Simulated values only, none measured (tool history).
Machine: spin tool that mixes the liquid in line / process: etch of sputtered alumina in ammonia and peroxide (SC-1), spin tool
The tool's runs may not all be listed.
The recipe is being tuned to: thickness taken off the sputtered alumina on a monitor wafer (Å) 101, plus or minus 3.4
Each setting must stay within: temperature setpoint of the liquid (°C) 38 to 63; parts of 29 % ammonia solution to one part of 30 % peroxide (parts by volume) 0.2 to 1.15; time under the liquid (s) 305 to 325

| run | hour | temperature setpoint of the liquid (°C) | parts of 29 % ammonia solution to one part of 30 % peroxide (parts by volume) | time under the liquid (s) | thickness taken off the sputtered alumina on a monitor wafer (Å) |
|---|---|---|---|---|---|
| 1 | 0 | 47 | 0.65 | 305 | 129.52 |
| 2 | 7.3 | 45.5 | 0.65 | 305 | 121.72 |
| 3 | 8.9 | 49.5 | 0.65 | 305 | 147.94 |
| 4 | 15.9 | 49.5 | 0.65 | 325 | 158.23 |
| 5 | 19.7 | 46.5 | 0.65 | 325 | 134.6 |
| 6 | 20.8 | 46.5 | 0.65 | 305 | 124.2 |
| 7 | 25.7 | 46.5 | 0.65 | 305 | 127.24 |
| 8 | 29.1 | 45 | 0.65 | 305 | 118.42 |
| 9 | 35.6 | 44 | 0.65 | 305 | 109.84 |

Below are 5 possible settings for the next run. Only one of them brings all results inside the allowed miss of their targets. Which is it?
| A | 42.1 | 45.5 | 0.6 | 305 | ? |
| B | 42.1 | 42.5 | 0.7 | 305 | ? |
| C | 42.1 | 43.5 | 0.75 | 320 | ? |
| D | 42.1 | 43 | 0.55 | 315 | ? |
| E | 42.1 | 43.5 | 0.65 | 310 | ? |

| move | thickness taken off the sputtered alumina on a monitor wafer (Å) |
|---|---|
| A | 119.7 |
| B | 102.27 |
| C | 114.43 |
| D | 106.26 |
| E | 109.35 |
A: lands further from the targets than the last run did
B: every result lands within tolerance
C: lands further from the targets than the last run did
D: an improvement on the last run, though not all results are within tolerance
E: an improvement on the last run, though not all results are within tolerance
Move B is the one to make.

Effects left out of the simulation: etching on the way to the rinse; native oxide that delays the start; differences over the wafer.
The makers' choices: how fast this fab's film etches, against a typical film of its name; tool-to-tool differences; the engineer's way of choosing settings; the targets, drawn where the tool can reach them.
